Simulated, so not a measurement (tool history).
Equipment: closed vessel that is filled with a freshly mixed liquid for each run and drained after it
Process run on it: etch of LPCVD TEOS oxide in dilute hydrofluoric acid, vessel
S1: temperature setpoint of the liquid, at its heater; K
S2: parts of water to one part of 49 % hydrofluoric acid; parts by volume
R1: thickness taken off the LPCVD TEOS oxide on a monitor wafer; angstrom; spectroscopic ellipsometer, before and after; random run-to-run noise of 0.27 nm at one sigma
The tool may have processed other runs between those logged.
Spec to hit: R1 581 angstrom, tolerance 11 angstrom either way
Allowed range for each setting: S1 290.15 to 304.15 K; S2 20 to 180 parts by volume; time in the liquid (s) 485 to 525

run 1 day=0 | S1=296.15 S2=100 time_in_the_liquid_(s)=485 | R1=829.03
run 2 day=0.167 | S1=296.15 S2=100 time_in_the_liquid_(s)=525 | R1=899.6
run 3 day=0.525 | S1=294.15 S2=105 time_in_the_liquid_(s)=525 | R1=779.78
run 4 day=0.692 | S1=292.65 S2=110 time_in_the_liquid_(s)=525 | R1=694.98
run 5 day=1 | S1=294.65 S2=110 time_in_the_liquid_(s)=525 | R1=758.78
run 6 day=1.346 | S1=294.65 S2=90 time_in_the_liquid_(s)=525 | R1=952.99
run 7 day=1.696 | S1=293.15 S2=100 time_in_the_liquid_(s)=525 | R1=793.4
run 8 day=2.038 | S1=292.15 S2=105 time_in_the_liquid_(s)=525 | R1=725.58
run 9 day=2.329 | S1=291.65 S2=110 time_in_the_liquid_(s)=525 | R1=669.84
run 10 day=2.646 | S1=291.15 S2=110 time_in_the_liquid_(s)=525 | R1=659.33
run 11 day=2.946 | S1=290.65 S2=115 time_in_the_liquid_(s)=525 | R1=604.91
run 12 day=3.071 | S1=290.15 S2=115 time_in_the_liquid_(s)=525 | R1=601.48

Which one of the following 4 next-run settings gets every result inside its allowed miss? There is exactly one.
run A day=3.196 | S1=290.15 S2=110 time_in_the_liquid_(s)=515 | R1=?
run B day=3.196 | S1=290.65 S2=110 time_in_the_liquid_(s)=525 | R1=?
run C day=3.196 | S1=290.15 S2=105 time_in_the_liquid_(s)=495 | R1=?
run D day=3.196 | S1=290.15 S2=110 time_in_the_liquid_(s)=485 | R1=?

move=A R1=617.5
move=B R1=642.8
move=C R1=624.99
move=D R1=581.53
A: lands further from the targets than the last run did
B: lands further from the targets than the last run did
C: lands further from the targets than the last run did
D: all results land within tolerance of their targets
Move D is the one to make.

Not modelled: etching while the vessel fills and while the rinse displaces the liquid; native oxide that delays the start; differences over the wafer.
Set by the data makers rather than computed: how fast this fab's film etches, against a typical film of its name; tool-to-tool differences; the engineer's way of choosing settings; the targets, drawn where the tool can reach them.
